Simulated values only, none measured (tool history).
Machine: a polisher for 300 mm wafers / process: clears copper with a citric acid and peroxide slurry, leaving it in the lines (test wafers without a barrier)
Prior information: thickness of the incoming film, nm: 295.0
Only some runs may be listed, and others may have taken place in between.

run,hour,flow of slurry (ml/min),pressure of the wafer on the pad (psi),speed of the pad under the wafer (m/s),abrasive content of the slurry,overpolish time after the end point (s),time until the end point was called (s),dishing of a wide line in a test structure (angstrom)
1,0,260,4,1.32,1,13,64.817,342.48
2,1.6,260,4.2,1.32,1,14,61.436,389.17
3,4.9,260,4.2,1.5,1,14,55.893,414.41
4,12.3,260,4.3,1.5,1,15,54.934,436.38
5,20,260,4.3,1.5,1.1,15,54.328,454.38
6,28.3,260,4.3,1.5,1.25,15,51.82,452.81
7,29.3,260,4.4,1.5,1.25,16,50.608,477.8
8,35.7,260,4.4,1.5,1.25,17,51.535,506.72
9,43,260,4.5,1.5,1.25,18,51.327,513.28

Predict the results of run 10:
10,51.6,260,4.5,1.5,1.25,18,?,?

{"run 10": {"time until the end point was called (s)": 50.579, "dishing of a wide line in a test structure (angstrom)": 519.27}}

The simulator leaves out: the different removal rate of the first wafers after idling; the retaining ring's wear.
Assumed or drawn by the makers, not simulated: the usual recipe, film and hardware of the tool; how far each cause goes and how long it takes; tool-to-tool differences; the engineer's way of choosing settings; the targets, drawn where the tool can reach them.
